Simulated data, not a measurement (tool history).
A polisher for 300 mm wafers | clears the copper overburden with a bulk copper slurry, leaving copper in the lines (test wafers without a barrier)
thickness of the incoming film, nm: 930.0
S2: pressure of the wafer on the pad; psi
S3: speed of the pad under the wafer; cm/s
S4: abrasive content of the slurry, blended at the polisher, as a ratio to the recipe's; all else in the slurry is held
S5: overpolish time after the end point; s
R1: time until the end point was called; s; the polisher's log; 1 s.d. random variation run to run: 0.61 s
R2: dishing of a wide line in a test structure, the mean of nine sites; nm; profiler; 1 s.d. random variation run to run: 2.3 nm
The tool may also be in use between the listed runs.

Run 1, hour 0.0: flow of slurry (ml/min) 150, S2 2.0 psi, S3 96 cm/s, S4 1.0, S5 20 s. Result: R1 136.83 s, R2 63.288 nm.
Run 2, hour 2.6: flow of slurry (ml/min) 115, S2 2.0 psi, S3 96 cm/s, S4 1.0, S5 20 s. Result: R1 147.48 s, R2 60.696 nm.
Run 3, hour 3.2: flow of slurry (ml/min) 130, S2 2.2 psi, S3 96 cm/s, S4 1.0, S5 21 s. Result: R1 127.77 s, R2 69.742 nm.
Run 4, hour 5.1: flow of slurry (ml/min) 145, S2 2.3 psi, S3 96 cm/s, S4 1.0, S5 21 s. Result: R1 122.50 s, R2 72.782 nm.
Run 5, hour 7.3: flow of slurry (ml/min) 145, S2 2.3 psi, S3 76 cm/s, S4 1.0, S5 21 s. Result: R1 153.63 s, R2 65.306 nm.
Run 6, hour 8.2: flow of slurry (ml/min) 145, S2 2.3 psi, S3 76 cm/s, S4 1.0, S5 24 s. Result: R1 152.96 s, R2 68.991 nm.
Run 7, hour 13.0: flow of slurry (ml/min) 155, S2 2.5 psi, S3 80 cm/s, S4 1.0, S5 23 s. Result: R1 133.58 s, R2 71.034 nm.
Run 8, hour 19.2: flow of slurry (ml/min) 160, S2 2.6 psi, S3 84 cm/s, S4 1.0, S5 24 s. Result: R1 121.07 s, R2 80.458 nm.

The next listed run, before its measurement:
Run 9, hour 28.2: flow of slurry (ml/min) 165, S2 2.7 psi, S3 88 cm/s, S4 1.0, S5 24 s. Result: R1 ?, R2 ?.

R1: 111.74 s
R2: 84.612 nm
